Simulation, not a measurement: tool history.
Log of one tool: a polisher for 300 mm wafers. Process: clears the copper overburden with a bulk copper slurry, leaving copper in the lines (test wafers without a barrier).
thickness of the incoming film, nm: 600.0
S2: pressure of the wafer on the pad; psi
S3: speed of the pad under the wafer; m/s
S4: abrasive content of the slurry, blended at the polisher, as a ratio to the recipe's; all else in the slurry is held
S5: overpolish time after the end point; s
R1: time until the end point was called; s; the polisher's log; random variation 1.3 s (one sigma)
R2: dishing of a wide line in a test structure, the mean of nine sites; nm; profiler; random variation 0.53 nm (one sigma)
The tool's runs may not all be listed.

Run 1, hour 0: flow of slurry (ml/min) 175, S2 2.2 psi, S3 1.18 m/s, S4 1, S5 10 s. Result: R1 75.995 s, R2 40.722 nm.
Run 2, hour 4.6: flow of slurry (ml/min) 175, S2 2.2 psi, S3 1.18 m/s, S4 1, S5 7 s. Result: R1 75.506 s, R2 33.343 nm.
Run 3, hour 6.4: flow of slurry (ml/min) 155, S2 2.2 psi, S3 1.18 m/s, S4 1, S5 7 s. Result: R1 76.125 s, R2 32.93 nm.
Run 4, hour 13.2: flow of slurry (ml/min) 155, S2 2.6 psi, S3 1.18 m/s, S4 1, S5 7 s. Result: R1 65.055 s, R2 37.446 nm.
Run 5, hour 14.3: flow of slurry (ml/min) 155, S2 2.3 psi, S3 1.18 m/s, S4 1, S5 7 s. Result: R1 72.483 s, R2 34.012 nm.
Run 6, hour 17.2: flow of slurry (ml/min) 155, S2 2.3 psi, S3 1.18 m/s, S4 0.85, S5 7 s. Result: R1 78.007 s, R2 34.149 nm.

What does the tool deliver on the next run?
Run 7, hour 23.8: flow of slurry (ml/min) 155, S2 2.1 psi, S3 1.18 m/s, S4 0.85, S5 7 s. Result: R1 ?, R2 ?.

R1: 83.853 s
R2: 30.885 nm
